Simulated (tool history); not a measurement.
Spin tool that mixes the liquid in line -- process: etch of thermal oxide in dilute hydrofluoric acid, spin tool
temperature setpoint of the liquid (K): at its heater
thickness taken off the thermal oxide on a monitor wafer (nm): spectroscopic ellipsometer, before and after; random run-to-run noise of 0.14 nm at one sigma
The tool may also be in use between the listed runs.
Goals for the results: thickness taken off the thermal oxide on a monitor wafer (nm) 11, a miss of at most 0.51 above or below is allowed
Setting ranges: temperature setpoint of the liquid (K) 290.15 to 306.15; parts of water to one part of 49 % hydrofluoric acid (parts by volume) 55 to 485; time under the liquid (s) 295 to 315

run	hour	temperature setpoint of the liquid (K)	parts of water to one part of 49 % hydrofluoric acid (parts by volume)	time under the liquid (s)	thickness taken off the thermal oxide on a monitor wafer (nm)
1	0	298.15	270	295	4.1183
2	7	298.15	270	315	4.5117
3	9.2	301.15	270	315	4.9802
4	10.8	301.15	185	315	7.7044
5	11.5	301.15	185	295	7.2421
6	15.6	299.65	185	295	7.0599
7	16.5	300.15	170	295	7.9526
8	21.2	300.65	160	295	8.6743
9	25.3	300.65	160	295	8.7832
10	28.5	301.15	155	295	9.1049
11	37.3	301.65	155	295	9.2463
12	45.4	302.15	155	295	9.557
13	47.5	305.65	145	295	11.458

Which of these 5 next moves meets every target?
A	49.6	304.65	135	305	?
B	49.6	305.65	150	295	?
C	49.6	304.65	130	295	?
D	49.6	304.15	140	310	?
E	49.6	306.15	150	315	?

move	thickness taken off the thermal oxide on a monitor wafer (nm)
A	12.693
B	11.212
C	12.837
D	12.135
E	12.183
A: misses by more than the last run did
B: hits every target within its allowed miss
C: misses by more than the last run did
D: misses by more than the last run did
E: misses by more than the last run did
The right move is B.

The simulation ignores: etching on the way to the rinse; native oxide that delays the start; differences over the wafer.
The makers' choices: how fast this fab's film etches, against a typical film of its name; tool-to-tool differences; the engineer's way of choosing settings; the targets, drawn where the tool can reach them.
